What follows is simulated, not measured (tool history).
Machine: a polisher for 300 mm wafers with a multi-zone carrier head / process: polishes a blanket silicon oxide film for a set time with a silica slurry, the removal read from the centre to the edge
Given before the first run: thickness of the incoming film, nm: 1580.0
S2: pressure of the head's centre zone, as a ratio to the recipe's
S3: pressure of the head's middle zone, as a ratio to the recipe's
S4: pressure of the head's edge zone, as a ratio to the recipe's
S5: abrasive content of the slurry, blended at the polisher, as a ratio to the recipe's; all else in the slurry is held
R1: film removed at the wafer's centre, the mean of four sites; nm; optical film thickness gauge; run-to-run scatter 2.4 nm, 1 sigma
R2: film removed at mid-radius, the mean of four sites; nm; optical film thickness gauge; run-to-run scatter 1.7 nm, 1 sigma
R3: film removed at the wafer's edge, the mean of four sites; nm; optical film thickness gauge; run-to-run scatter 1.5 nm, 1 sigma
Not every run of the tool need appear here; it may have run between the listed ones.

{"run": 1, "day": 0.0, "flow of slurry (ml/min)": 250, "S2": 1.0, "S3": 1.0, "S4": 1.0, "S5": 1.0, "polishing time (s)": 49, "R1": 227.68, "R2": 220.91, "R3": 225.17}
{"run": 2, "day": 0.329, "flow of slurry (ml/min)": 250, "S2": 1.0, "S3": 1.07, "S4": 1.0, "S5": 1.0, "polishing time (s)": 49, "R1": 234.59, "R2": 234.56, "R3": 221.64}
{"run": 3, "day": 0.492, "flow of slurry (ml/min)": 250, "S2": 1.0, "S3": 1.11, "S4": 1.0, "S5": 1.0, "polishing time (s)": 49, "R1": 232.87, "R2": 239.63, "R3": 222.15}
{"run": 4, "day": 0.55, "flow of slurry (ml/min)": 250, "S2": 1.0, "S3": 1.17, "S4": 1.0, "S5": 1.0, "polishing time (s)": 49, "R1": 229.59, "R2": 246.56, "R3": 220.25}
{"run": 5, "day": 0.921, "flow of slurry (ml/min)": 250, "S2": 1.04, "S3": 1.17, "S4": 1.0, "S5": 1.0, "polishing time (s)": 49, "R1": 241.84, "R2": 248.92, "R3": 223.89}
{"run": 6, "day": 0.983, "flow of slurry (ml/min)": 250, "S2": 1.04, "S3": 1.17, "S4": 0.96, "S5": 1.0, "polishing time (s)": 49, "R1": 241.3, "R2": 249.34, "R3": 221.34}
{"run": 7, "day": 1.158, "flow of slurry (ml/min)": 245, "S2": 1.07, "S3": 1.09, "S4": 0.98, "S5": 0.85, "polishing time (s)": 46, "R1": 213.67, "R2": 209.71, "R3": 196.67}
{"run": 8, "day": 1.379, "flow of slurry (ml/min)": 255, "S2": 1.1, "S3": 1.01, "S4": 0.97, "S5": 0.75, "polishing time (s)": 44, "R1": 205.71, "R2": 184.64, "R3": 181.84}

Expected results for the next run?
{"run": 9, "day": 1.75, "flow of slurry (ml/min)": 215, "S2": 1.13, "S3": 0.91, "S4": 0.97, "S5": 0.5, "polishing time (s)": 41, "R1": "?", "R2": "?", "R3": "?"}

{"run 9": {"R1": 167.85, "R2": 137.52, "R3": 145.87}}
